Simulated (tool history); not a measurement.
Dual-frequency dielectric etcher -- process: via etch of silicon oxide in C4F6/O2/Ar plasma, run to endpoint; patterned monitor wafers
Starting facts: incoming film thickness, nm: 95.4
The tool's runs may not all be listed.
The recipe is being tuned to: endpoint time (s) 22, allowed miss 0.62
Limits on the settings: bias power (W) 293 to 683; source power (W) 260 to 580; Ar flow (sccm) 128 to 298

Run 1, day 0: bias power (W) 488, source power (W) 420, Ar flow (sccm) 213. Result: endpoint time (s) 17.758.
Run 2, day 0.083: bias power (W) 471, source power (W) 410, Ar flow (sccm) 215. Result: endpoint time (s) 18.159.
Run 3, day 0.138: bias power (W) 471, source power (W) 410, Ar flow (sccm) 186. Result: endpoint time (s) 17.678.
Run 4, day 0.162: bias power (W) 456, source power (W) 400, Ar flow (sccm) 189. Result: endpoint time (s) 18.436.
Run 5, day 0.412: bias power (W) 488, source power (W) 400, Ar flow (sccm) 189. Result: endpoint time (s) 17.934.
Run 6, day 0.604: bias power (W) 488, source power (W) 340, Ar flow (sccm) 189. Result: endpoint time (s) 19.16.
Run 7, day 0.979: bias power (W) 475, source power (W) 340, Ar flow (sccm) 189. Result: endpoint time (s) 19.493.
Run 8, day 1.312: bias power (W) 475, source power (W) 340, Ar flow (sccm) 189. Result: endpoint time (s) 19.174.
Run 9, day 1.367: bias power (W) 462, source power (W) 330, Ar flow (sccm) 190. Result: endpoint time (s) 20.064.
Run 10, day 1.717: bias power (W) 454, source power (W) 330, Ar flow (sccm) 190. Result: endpoint time (s) 20.099.
Run 11, day 2.025: bias power (W) 446, source power (W) 330, Ar flow (sccm) 190. Result: endpoint time (s) 20.31.
Run 12, day 2.104: bias power (W) 439, source power (W) 330, Ar flow (sccm) 190. Result: endpoint time (s) 20.335.
Run 13, day 2.375: bias power (W) 432, source power (W) 330, Ar flow (sccm) 190. Result: endpoint time (s) 20.654.
Run 14, day 2.458: bias power (W) 427, source power (W) 330, Ar flow (sccm) 190. Result: endpoint time (s) 20.91.
Run 15, day 2.688: bias power (W) 423, source power (W) 330, Ar flow (sccm) 190. Result: endpoint time (s) 20.879.
Run 16, day 2.746: bias power (W) 419, source power (W) 330, Ar flow (sccm) 190. Result: endpoint time (s) 20.871.
Run 17, day 2.929: bias power (W) 415, source power (W) 330, Ar flow (sccm) 190. Result: endpoint time (s) 21.144.
Run 18, day 3.021: bias power (W) 415, source power (W) 330, Ar flow (sccm) 190. Result: endpoint time (s) 21.072.
Run 19, day 3.096: bias power (W) 412, source power (W) 330, Ar flow (sccm) 190. Result: endpoint time (s) 21.201.
Run 20, day 3.429: bias power (W) 409, source power (W) 330, Ar flow (sccm) 190. Result: endpoint time (s) 21.117.
Run 21, day 3.617: bias power (W) 364, source power (W) 310, Ar flow (sccm) 192. Result: endpoint time (s) 23.269.
Run 22, day 3.821: bias power (W) 368, source power (W) 310, Ar flow (sccm) 192. Result: endpoint time (s) 23.017.
Run 23, day 3.938: bias power (W) 417, source power (W) 330, Ar flow (sccm) 190. Result: endpoint time (s) 21.046.
Run 24, day 4.05: bias power (W) 414, source power (W) 330, Ar flow (sccm) 190. Result: endpoint time (s) 20.984.
Run 25, day 4.146: bias power (W) 410, source power (W) 330, Ar flow (sccm) 190. Result: endpoint time (s) 21.231.
Run 26, day 4.504: bias power (W) 407, source power (W) 330, Ar flow (sccm) 190. Result: endpoint time (s) 21.12.

Pick the move, out of 5, that brings all results within their allowed miss; only one does.
Run A, day 4.862: bias power (W) 420, source power (W) 330, Ar flow (sccm) 192. Result: endpoint time (s) ?.
Run B, day 4.862: bias power (W) 375, source power (W) 340, Ar flow (sccm) 186. Result: endpoint time (s) ?.
Run C, day 4.862: bias power (W) 371, source power (W) 390, Ar flow (sccm) 194. Result: endpoint time (s) ?.
Run D, day 4.862: bias power (W) 455, source power (W) 320, Ar flow (sccm) 187. Result: endpoint time (s) ?.
Run E, day 4.862: bias power (W) 449, source power (W) 310, Ar flow (sccm) 183. Result: endpoint time (s) ?.

move  endpoint time (s)
   A             20.978
   B             21.797
   C             20.712
   D             20.341
   E             20.708
A: further off than the last run
B: each result inside its tolerance
C: further off than the last run
D: further off than the last run
E: further off than the last run
B is the move that brings every result within its allowed miss.
